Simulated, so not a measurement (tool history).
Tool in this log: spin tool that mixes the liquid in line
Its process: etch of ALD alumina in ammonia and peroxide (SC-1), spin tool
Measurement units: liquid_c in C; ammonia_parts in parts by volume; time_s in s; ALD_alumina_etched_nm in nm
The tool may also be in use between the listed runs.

| run | day | liquid_c | ammonia_parts | time_s | ALD_alumina_etched_nm |
|---|---|---|---|---|---|
| 1 | 0 | 54 | 0.9 | 230 | 16.219 |
| 2 | 0.179 | 54 | 0.9 | 230 | 16.078 |
| 3 | 0.533 | 54 | 0.9 | 230 | 16.217 |
| 4 | 0.562 | 55.5 | 0.9 | 230 | 17.71 |
| 5 | 0.892 | 55.5 | 0.7 | 230 | 17.134 |
| 6 | 1.179 | 49 | 0.7 | 230 | 12.032 |
| 7 | 1.392 | 51.5 | 0.7 | 230 | 14.043 |

The next listed run, before its measurement:
| 8 | 1.462 | 53.5 | 0.7 | 230 | ? |

Run 8 measured ALD_alumina_etched_nm 15.502 nm.
